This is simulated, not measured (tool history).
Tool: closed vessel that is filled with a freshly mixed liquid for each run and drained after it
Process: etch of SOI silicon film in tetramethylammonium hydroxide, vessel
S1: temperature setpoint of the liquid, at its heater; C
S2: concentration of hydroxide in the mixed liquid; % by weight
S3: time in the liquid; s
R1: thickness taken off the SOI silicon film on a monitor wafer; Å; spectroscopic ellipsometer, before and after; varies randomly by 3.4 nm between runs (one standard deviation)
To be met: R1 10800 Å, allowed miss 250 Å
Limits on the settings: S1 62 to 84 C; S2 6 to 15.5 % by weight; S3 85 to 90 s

run	day	S1	S2	S3	R1
1	0	75	10.5	85	6749.8
2	0.1	75	10.5	90	7175.1
3	0.296	76	10.5	90	7565.5
4	0.388	76	11.5	90	7395.1
5	0.612	76	13	90	7005.9
6	0.842	76	13	90	7018.8
7	0.871	77	13	90	7451.7
8	1.096	78	13	90	7835.7
9	1.358	79	13	90	8315.3
10	1.404	79.5	13	90	8574.9
11	1.558	80	13	90	8864.5
12	1.583	80.5	13	90	9017.8
# day 1.671: thermometer replaced
13	1.671	81	13	90	10448

4 candidate next runs follow, results not yet known. Just one meets every target within its allowed miss. Identify it.
A	1.758	81.5	13.5	85	?
B	1.758	81	15.5	90	?
C	1.758	81.5	15.5	90	?
D	1.758	82	14	90	?

move	R1
A	9951.5
B	9600.5
C	9868.4
D	10637
A: its largest miss is bigger than the last run's
B: its largest miss is bigger than the last run's
C: its largest miss is bigger than the last run's
D: in spec on every target
Move D is the one to make.

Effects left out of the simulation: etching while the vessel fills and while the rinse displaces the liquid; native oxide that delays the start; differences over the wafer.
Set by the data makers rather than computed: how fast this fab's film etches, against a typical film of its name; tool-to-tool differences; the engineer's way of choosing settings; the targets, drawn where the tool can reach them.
